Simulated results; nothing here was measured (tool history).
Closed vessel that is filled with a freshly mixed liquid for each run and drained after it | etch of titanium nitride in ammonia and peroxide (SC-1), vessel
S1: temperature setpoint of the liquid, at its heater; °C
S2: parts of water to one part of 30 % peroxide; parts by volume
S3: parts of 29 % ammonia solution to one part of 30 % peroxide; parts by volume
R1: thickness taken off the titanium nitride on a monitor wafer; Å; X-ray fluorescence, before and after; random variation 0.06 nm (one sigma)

run 1 hour=0.0 | S1=63.0 S2=12.0 S3=0.65 time_in_the_liquid_(s)=100 | R1=78.539
run 2 hour=6.6 | S1=63.0 S2=12.0 S3=0.55 time_in_the_liquid_(s)=100 | R1=76.883
run 3 hour=12.4 | S1=63.0 S2=12.0 S3=0.55 time_in_the_liquid_(s)=100 | R1=76.764
run 4 hour=16.6 | S1=63.0 S2=12.0 S3=0.45 time_in_the_liquid_(s)=100 | R1=74.373
run 5 hour=24.0 | S1=56.5 S2=12.0 S3=0.45 time_in_the_liquid_(s)=100 | R1=48.719
run 6 hour=29.6 | S1=59.5 S2=12.0 S3=0.45 time_in_the_liquid_(s)=100 | R1=59.336
run 7 hour=31.4 | S1=67.5 S2=11.5 S3=0.45 time_in_the_liquid_(s)=100 | R1=101.440
run 8 hour=33.2 | S1=68.0 S2=11.5 S3=0.45 time_in_the_liquid_(s)=100 | R1=103.910
run 9 hour=42.1 | S1=68.5 S2=11.5 S3=0.45 time_in_the_liquid_(s)=100 | R1=106.350

Run 10 comes next. What will it give?
run 10 hour=47.7 | S1=69.0 S2=11.5 S3=0.45 time_in_the_liquid_(s)=100 | R1=?

R1: 110.420 Å
